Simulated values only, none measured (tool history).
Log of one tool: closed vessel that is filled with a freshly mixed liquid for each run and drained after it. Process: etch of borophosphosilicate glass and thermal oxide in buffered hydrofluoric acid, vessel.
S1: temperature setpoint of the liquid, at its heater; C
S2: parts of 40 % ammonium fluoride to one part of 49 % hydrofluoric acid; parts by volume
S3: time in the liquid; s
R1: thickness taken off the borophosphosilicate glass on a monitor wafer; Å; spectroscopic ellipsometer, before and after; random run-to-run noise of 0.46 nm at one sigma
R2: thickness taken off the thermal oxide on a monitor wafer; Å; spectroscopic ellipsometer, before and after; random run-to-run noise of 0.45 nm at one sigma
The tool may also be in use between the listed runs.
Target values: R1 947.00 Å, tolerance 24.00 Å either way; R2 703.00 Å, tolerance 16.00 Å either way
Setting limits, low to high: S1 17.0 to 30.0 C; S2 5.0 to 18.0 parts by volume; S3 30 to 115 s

run  hour    S1    S2  S3      R1      R2
  1   0.0  22.0  11.0  60  785.85  587.36
  2   7.8  21.0  11.0  60  741.79  557.54
  3  15.3  22.5  11.0  60  804.88  600.78
  4  23.9  23.5  11.0  60  848.15  634.66
  5  26.2  24.0  11.0  60  871.83  648.07
  6  28.4  24.0  11.0  45  659.89  487.80
  7  30.9  26.0  10.5  45  762.83  579.76
  8  32.8  27.0  10.5  45  799.45  597.97
  9  41.2  28.0  10.5  45  850.29  636.36

Which one of the following 4 next-run settings gets every result inside its allowed miss? There is exactly one.
  A  49.6  28.0  13.0  65   ?   ?
  B  49.6  29.0  14.5  65   ?   ?
  C  49.6  29.5  17.5  80   ?   ?
  D  49.6  28.0  12.0  55   ?   ?

move      R1      R2
   A  998.80  737.46
   B  945.79  699.02
   C  992.99  734.57
   D  914.31  674.80
A: moves the result that the last run missed by most past its target, out the other side
B: every result lands within tolerance
C: moves the result that the last run missed by most past its target, out the other side
D: nearer than the last run, and not there yet
The move that meets every target is B.
